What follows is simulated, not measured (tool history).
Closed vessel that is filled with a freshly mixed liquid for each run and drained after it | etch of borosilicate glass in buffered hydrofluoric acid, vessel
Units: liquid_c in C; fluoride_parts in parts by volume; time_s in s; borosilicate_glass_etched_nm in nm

{"run": 1, "hour": 0.0, "liquid_c": 20.0, "fluoride_parts": 9.5, "time_s": 35, "borosilicate_glass_etched_nm": 35.329}
{"run": 2, "hour": 5.2, "liquid_c": 20.0, "fluoride_parts": 9.5, "time_s": 35, "borosilicate_glass_etched_nm": 35.775}
{"run": 3, "hour": 12.7, "liquid_c": 21.0, "fluoride_parts": 9.5, "time_s": 35, "borosilicate_glass_etched_nm": 37.27}
{"run": 4, "hour": 19.7, "liquid_c": 21.0, "fluoride_parts": 9.5, "time_s": 30, "borosilicate_glass_etched_nm": 32.082}
{"run": 5, "hour": 25.0, "liquid_c": 21.5, "fluoride_parts": 9.0, "time_s": 30, "borosilicate_glass_etched_nm": 34.684}
{"run": 6, "hour": 29.2, "liquid_c": 22.0, "fluoride_parts": 8.5, "time_s": 30, "borosilicate_glass_etched_nm": 36.801}

The next listed run, before its measurement:
{"run": 7, "hour": 37.3, "liquid_c": 22.5, "fluoride_parts": 8.0, "time_s": 30, "borosilicate_glass_etched_nm": "?"}

{"run 7": {"borosilicate_glass_etched_nm": 40.251}}
